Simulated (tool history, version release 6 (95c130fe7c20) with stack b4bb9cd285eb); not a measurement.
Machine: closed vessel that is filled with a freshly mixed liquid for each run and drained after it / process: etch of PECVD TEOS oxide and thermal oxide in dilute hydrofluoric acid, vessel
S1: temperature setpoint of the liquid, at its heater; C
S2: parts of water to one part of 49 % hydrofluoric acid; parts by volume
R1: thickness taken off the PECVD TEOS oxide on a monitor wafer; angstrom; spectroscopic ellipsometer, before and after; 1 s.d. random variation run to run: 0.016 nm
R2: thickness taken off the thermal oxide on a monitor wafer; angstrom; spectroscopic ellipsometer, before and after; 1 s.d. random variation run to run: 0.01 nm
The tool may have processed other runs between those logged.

run 1 hour=0.0 | S1=22.0 S2=130 time_in_the_liquid_(s)=60 | R1=94.110 R2=19.033
run 2 hour=1.7 | S1=21.5 S2=140 time_in_the_liquid_(s)=60 | R1=84.434 R2=17.478
run 3 hour=4.5 | S1=21.0 S2=150 time_in_the_liquid_(s)=60 | R1=76.670 R2=15.748
run 4 hour=9.3 | S1=20.5 S2=160 time_in_the_liquid_(s)=60 | R1=69.987 R2=14.171
run 5 hour=14.9 | S1=20.0 S2=165 time_in_the_liquid_(s)=60 | R1=65.632 R2=13.541
run 6 hour=19.3 | S1=20.0 S2=195 time_in_the_liquid_(s)=60 | R1=54.420 R2=11.235
run 7 hour=20.4 | S1=19.5 S2=200 time_in_the_liquid_(s)=60 | R1=51.621 R2=10.432

Run 8 comes next. What will it give?
run 8 hour=22.4 | S1=19.0 S2=200 time_in_the_liquid_(s)=60 | R1=? R2=?

{"run 8": {"R1": 51.097, "R2": 10.097}}

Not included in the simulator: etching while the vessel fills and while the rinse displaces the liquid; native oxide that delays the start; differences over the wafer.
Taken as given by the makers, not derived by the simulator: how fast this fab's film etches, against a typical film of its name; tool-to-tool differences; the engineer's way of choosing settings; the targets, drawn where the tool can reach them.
